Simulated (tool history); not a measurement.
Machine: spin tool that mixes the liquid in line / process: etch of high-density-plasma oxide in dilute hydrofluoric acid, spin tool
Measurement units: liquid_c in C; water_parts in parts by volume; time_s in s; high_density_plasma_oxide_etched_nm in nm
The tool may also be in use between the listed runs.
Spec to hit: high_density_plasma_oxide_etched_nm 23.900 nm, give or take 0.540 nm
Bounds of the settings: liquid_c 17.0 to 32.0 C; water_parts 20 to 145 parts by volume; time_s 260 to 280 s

| run | hour | liquid_c | water_parts | time_s | high_density_plasma_oxide_etched_nm |
|---|---|---|---|---|---|
| 1 | 0.0 | 24.0 | 80 | 260 | 29.771 |
| 2 | 3.2 | 24.0 | 60 | 260 | 40.723 |
| 3 | 3.9 | 24.0 | 40 | 260 | 62.637 |
| 4 | 11.6 | 22.5 | 50 | 260 | 46.582 |
| 5 | 13.5 | 22.5 | 30 | 260 | 79.256 |
| 6 | 20.4 | 20.0 | 30 | 260 | 72.049 |
| 7 | 27.7 | 19.5 | 40 | 260 | 52.731 |
| 8 | 34.3 | 19.0 | 45 | 260 | 44.723 |
| 9 | 38.4 | 18.5 | 50 | 260 | 39.089 |
| 10 | 42.8 | 18.0 | 55 | 260 | 34.959 |
| 11 | 45.3 | 18.0 | 60 | 260 | 31.806 |
| 12 | 54.0 | 17.5 | 65 | 260 | 28.543 |
| 13 | 62.0 | 17.0 | 70 | 260 | 25.941 |

5 next moves are on the table. One of them brings every result within its allowed miss. Which?
| A | 70.0 | 17.0 | 80 | 260 | ? |
| B | 70.0 | 17.0 | 70 | 270 | ? |
| C | 70.0 | 17.0 | 80 | 280 | ? |
| D | 70.0 | 17.0 | 70 | 280 | ? |
| E | 70.0 | 17.0 | 65 | 260 | ? |

| move | high_density_plasma_oxide_etched_nm |
|---|---|
| A | 22.116 |
| B | 26.533 |
| C | 23.817 |
| D | 27.515 |
| E | 27.666 |
A: pushes the last run's worst result past its target
B: further off than the last run
C: hits every target within its allowed miss
D: further off than the last run
E: further off than the last run
C meets every target.
